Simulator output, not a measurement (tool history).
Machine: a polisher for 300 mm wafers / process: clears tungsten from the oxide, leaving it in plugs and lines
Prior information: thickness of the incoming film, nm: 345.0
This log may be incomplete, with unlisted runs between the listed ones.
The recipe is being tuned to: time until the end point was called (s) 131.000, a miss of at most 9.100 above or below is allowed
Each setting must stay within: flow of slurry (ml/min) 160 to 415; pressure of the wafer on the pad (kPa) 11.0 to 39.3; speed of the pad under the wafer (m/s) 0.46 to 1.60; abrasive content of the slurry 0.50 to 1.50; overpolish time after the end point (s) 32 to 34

run	hour	flow of slurry (ml/min)	pressure of the wafer on the pad (kPa)	speed of the pad under the wafer (m/s)	abrasive content of the slurry	overpolish time after the end point (s)	time until the end point was called (s)
1	0.0	265	24.8	1.02	1.00	32	71.505
2	7.7	265	20.7	0.98	1.00	32	85.775
3	15.9	265	17.9	0.94	1.00	32	97.432
4	17.9	265	15.9	0.92	1.00	32	119.060
5	24.2	310	15.9	0.92	1.00	32	112.830
6	30.6	310	15.9	0.92	1.20	32	104.270
7	38.8	310	14.5	0.92	1.20	32	112.480
8	43.8	310	14.5	0.92	1.20	32	117.140
9	52.3	310	13.8	0.92	1.20	32	115.410
10	56.3	310	11.0	0.88	1.20	32	146.620

Exactly one of the 5 candidate moves below puts every result within its allowed miss. Which one?
A	60.3	355	11.7	0.88	1.30	32	?
B	60.3	255	11.0	1.00	0.90	34	?
C	60.3	290	11.0	0.88	1.25	32	?
D	60.3	290	11.7	0.80	1.25	32	?
E	60.3	295	14.5	0.72	1.15	32	?

move	time until the end point was called (s)
A	137.860
B	146.450
C	148.460
D	155.630
E	149.880
A: meets every target
B: about the same distance from the targets as the last run
C: misses by more than the last run did
D: misses by more than the last run did
E: misses by more than the last run did
Go with A: it meets all targets.
